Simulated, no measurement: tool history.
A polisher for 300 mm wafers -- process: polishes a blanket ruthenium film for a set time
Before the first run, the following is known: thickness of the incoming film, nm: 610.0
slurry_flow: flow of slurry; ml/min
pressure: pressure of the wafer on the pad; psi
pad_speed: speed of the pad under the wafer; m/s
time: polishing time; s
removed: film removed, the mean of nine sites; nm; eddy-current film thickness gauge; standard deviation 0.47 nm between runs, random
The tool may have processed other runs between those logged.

{"run": 1, "hour": 0.0, "slurry_flow": 245, "pressure": 2.8, "pad_speed": 1.28, "time": 32, "removed": 60.19}
{"run": 2, "hour": 2.6, "slurry_flow": 245, "pressure": 2.8, "pad_speed": 1.46, "time": 32, "removed": 64.966}
{"run": 3, "hour": 5.1, "slurry_flow": 245, "pressure": 2.7, "pad_speed": 1.44, "time": 32, "removed": 63.066}
{"run": 4, "hour": 8.7, "slurry_flow": 245, "pressure": 2.7, "pad_speed": 1.16, "time": 32, "removed": 54.063}
{"run": 5, "hour": 15.5, "slurry_flow": 300, "pressure": 2.7, "pad_speed": 1.16, "time": 32, "removed": 54.658}
{"run": 6, "hour": 23.6, "slurry_flow": 335, "pressure": 2.7, "pad_speed": 1.16, "time": 32, "removed": 54.022}
{"run": 7, "hour": 25.4, "slurry_flow": 335, "pressure": 1.9, "pad_speed": 1.1, "time": 32, "removed": 37.388}

Run 8, settings as shown, results not yet in. Your forecast:
{"run": 8, "hour": 27.1, "slurry_flow": 335, "pressure": 1.9, "pad_speed": 1.1, "time": 32, "removed": "?"}

Run 8 measured removed 36.977 nm.
